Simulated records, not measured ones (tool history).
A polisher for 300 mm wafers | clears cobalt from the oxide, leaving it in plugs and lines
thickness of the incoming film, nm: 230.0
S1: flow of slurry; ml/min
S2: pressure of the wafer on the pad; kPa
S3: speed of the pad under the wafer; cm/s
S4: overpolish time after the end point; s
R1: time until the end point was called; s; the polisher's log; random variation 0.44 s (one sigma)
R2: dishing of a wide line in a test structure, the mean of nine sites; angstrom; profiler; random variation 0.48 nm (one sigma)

| run | hour | S1 | S2 | S3 | S4 | R1 | R2 |
|---|---|---|---|---|---|---|---|
| 1 | 0 | 225 | 14.5 | 82 | 27 | 49.842 | 516.13 |
| 2 | 8.3 | 225 | 14.5 | 82 | 17 | 48.72 | 441.32 |
| 3 | 13.8 | 225 | 11.7 | 82 | 17 | 60.753 | 394.09 |
| 4 | 21.4 | 225 | 11.7 | 84 | 16 | 59.886 | 382.78 |
| 5 | 25 | 225 | 12.4 | 86 | 15 | 55.138 | 395.59 |
| 6 | 29 | 225 | 10.3 | 86 | 15 | 65.28 | 345.92 |
|  | 31.1 | slurry nozzle cleaned |
| 7 | 31.1 | 240 | 13.1 | 106 | 8 | 39.424 | 322.59 |
| 8 | 34.1 | 240 | 13.1 | 106 | 9 | 39.459 | 341.21 |
| 9 | 39.4 | 240 | 13.1 | 106 | 10 | 38.802 | 362.59 |
| 10 | 42.7 | 235 | 13.1 | 106 | 11 | 39.206 | 385.4 |
| 11 | 48.4 | 230 | 12.4 | 106 | 11 | 41.48 | 376.47 |
| 12 | 53.3 | 225 | 11.7 | 106 | 11 | 44.506 | 370.99 |

The next listed run, before its measurement:
| 13 | 58.1 | 220 | 11.7 | 106 | 11 | ? | ? |

{"run 13": {"R1": 44.946, "R2": 363.9}}
